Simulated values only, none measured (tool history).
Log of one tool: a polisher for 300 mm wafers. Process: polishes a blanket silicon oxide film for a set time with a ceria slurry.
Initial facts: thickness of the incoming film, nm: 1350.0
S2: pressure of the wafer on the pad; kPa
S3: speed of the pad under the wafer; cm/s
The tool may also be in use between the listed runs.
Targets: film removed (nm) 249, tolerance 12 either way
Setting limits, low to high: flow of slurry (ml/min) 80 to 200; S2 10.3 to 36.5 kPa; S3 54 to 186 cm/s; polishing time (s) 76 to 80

Run 1, day 0: flow of slurry (ml/min) 130, S2 23.4 kPa, S3 118 cm/s, polishing time (s) 76. Result: film removed (nm) 386.7.
Run 2, day 0.142: flow of slurry (ml/min) 130, S2 23.4 kPa, S3 118 cm/s, polishing time (s) 80. Result: film removed (nm) 405.2.
Run 3, day 0.504: flow of slurry (ml/min) 130, S2 22.1 kPa, S3 118 cm/s, polishing time (s) 80. Result: film removed (nm) 382.88.
Run 4, day 0.792: flow of slurry (ml/min) 150, S2 22.1 kPa, S3 118 cm/s, polishing time (s) 80. Result: film removed (nm) 390.49.
Run 5, day 0.825: flow of slurry (ml/min) 150, S2 20.7 kPa, S3 118 cm/s, polishing time (s) 80. Result: film removed (nm) 363.08.
Run 6, day 1.075: flow of slurry (ml/min) 150, S2 17.2 kPa, S3 118 cm/s, polishing time (s) 80. Result: film removed (nm) 316.25.
Run 7, day 1.429: flow of slurry (ml/min) 150, S2 16.5 kPa, S3 118 cm/s, polishing time (s) 80. Result: film removed (nm) 294.6.
Run 8, day 1.704: flow of slurry (ml/min) 150, S2 15.9 kPa, S3 118 cm/s, polishing time (s) 80. Result: film removed (nm) 286.07.
Run 9, day 2: flow of slurry (ml/min) 150, S2 14.5 kPa, S3 118 cm/s, polishing time (s) 80. Result: film removed (nm) 264.31.

Below are 4 possible settings for the next run. Only one of them brings all results inside the allowed miss of their targets. Which is it?
Run A, day 2.296: flow of slurry (ml/min) 175, S2 11.7 kPa, S3 124 cm/s, polishing time (s) 80. Result: film removed (nm) ?.
Run B, day 2.296: flow of slurry (ml/min) 145, S2 16.5 kPa, S3 114 cm/s, polishing time (s) 80. Result: film removed (nm) ?.
Run C, day 2.296: flow of slurry (ml/min) 160, S2 15.9 kPa, S3 112 cm/s, polishing time (s) 78. Result: film removed (nm) ?.
Run D, day 2.296: flow of slurry (ml/min) 155, S2 18.6 kPa, S3 92 cm/s, polishing time (s) 76. Result: film removed (nm) ?.

move  film removed (nm)
   A             231.21
   B             286.67
   C              268.3
   D             250.84
A: carries the result that was furthest off beyond its target, to the other side
B: lands further from the targets than the last run did
C: lands further from the targets than the last run did
D: every result lands within tolerance
D is the move that brings every result within its allowed miss.
